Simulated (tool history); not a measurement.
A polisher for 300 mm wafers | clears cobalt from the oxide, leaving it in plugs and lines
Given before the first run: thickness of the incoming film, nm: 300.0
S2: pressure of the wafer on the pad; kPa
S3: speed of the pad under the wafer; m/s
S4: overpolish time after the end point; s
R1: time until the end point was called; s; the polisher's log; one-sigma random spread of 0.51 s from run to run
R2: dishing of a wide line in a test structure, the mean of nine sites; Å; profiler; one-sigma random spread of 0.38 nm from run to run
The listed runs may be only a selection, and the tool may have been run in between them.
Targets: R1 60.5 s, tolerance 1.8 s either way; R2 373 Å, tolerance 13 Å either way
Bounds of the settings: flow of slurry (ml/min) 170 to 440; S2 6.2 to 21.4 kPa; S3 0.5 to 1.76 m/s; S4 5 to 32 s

{"run": 1, "hour": 0.0, "flow of slurry (ml/min)": 280, "S2": 13.8, "S3": 1.12, "S4": 16, "R1": 51.972, "R2": 408.68}
{"run": 2, "hour": 5.1, "flow of slurry (ml/min)": 280, "S2": 13.1, "S3": 1.12, "S4": 15, "R1": 54.779, "R2": 385.76}
{"run": 3, "hour": 11.6, "flow of slurry (ml/min)": 280, "S2": 12.4, "S3": 1.12, "S4": 15, "R1": 58.057, "R2": 386.87}
{"run": 4, "hour": 12.3, "flow of slurry (ml/min)": 280, "S2": 14.5, "S3": 1.12, "S4": 15, "R1": 50.087, "R2": 403.03}
{"run": 5, "hour": 15.4, "flow of slurry (ml/min)": 340, "S2": 14.5, "S3": 1.12, "S4": 15, "R1": 48.881, "R2": 406.27}
{"run": 6, "hour": 18.6, "flow of slurry (ml/min)": 340, "S2": 13.1, "S3": 1.12, "S4": 15, "R1": 54.17, "R2": 382.1}
{"run": 7, "hour": 19.9, "flow of slurry (ml/min)": 335, "S2": 12.4, "S3": 1.12, "S4": 15, "R1": 57.879, "R2": 385.88}
{"run": 8, "hour": 24.2, "flow of slurry (ml/min)": 335, "S2": 12.4, "S3": 1.12, "S4": 15, "R1": 56.313, "R2": 383.68}
{"run": 9, "hour": 26.0, "flow of slurry (ml/min)": 330, "S2": 12.4, "S3": 1.12, "S4": 15, "R1": 56.96, "R2": 384.73}

Which single option among these 5 for the next run brings every result within its allowed miss of target? Just one does.
{"run": "A", "hour": 27.8, "flow of slurry (ml/min)": 345, "S2": 11.7, "S3": 1.26, "S4": 15, "R1": "?", "R2": "?"}
{"run": "B", "hour": 27.8, "flow of slurry (ml/min)": 325, "S2": 11.7, "S3": 1.12, "S4": 15, "R1": "?", "R2": "?"}
{"run": "C", "hour": 27.8, "flow of slurry (ml/min)": 345, "S2": 12.4, "S3": 1.04, "S4": 19, "R1": "?", "R2": "?"}
{"run": "D", "hour": 27.8, "flow of slurry (ml/min)": 335, "S2": 12.4, "S3": 1.2, "S4": 15, "R1": "?", "R2": "?"}
{"run": "E", "hour": 27.8, "flow of slurry (ml/min)": 375, "S2": 13.8, "S3": 1.04, "S4": 16, "R1": "?", "R2": "?"}

move=A R1=53.761 R2=386.82
move=B R1=60.501 R2=368.48
move=C R1=61.288 R2=402.9
move=D R1=53.442 R2=387.71
move=E R1=55.069 R2=393.04
A: lands further from the targets than the last run did
B: every result lands within tolerance
C: the furthest-off result lands on target, but another misses its tolerance
D: lands further from the targets than the last run did
E: lands further from the targets than the last run did
Correct choice: B, which meets every target
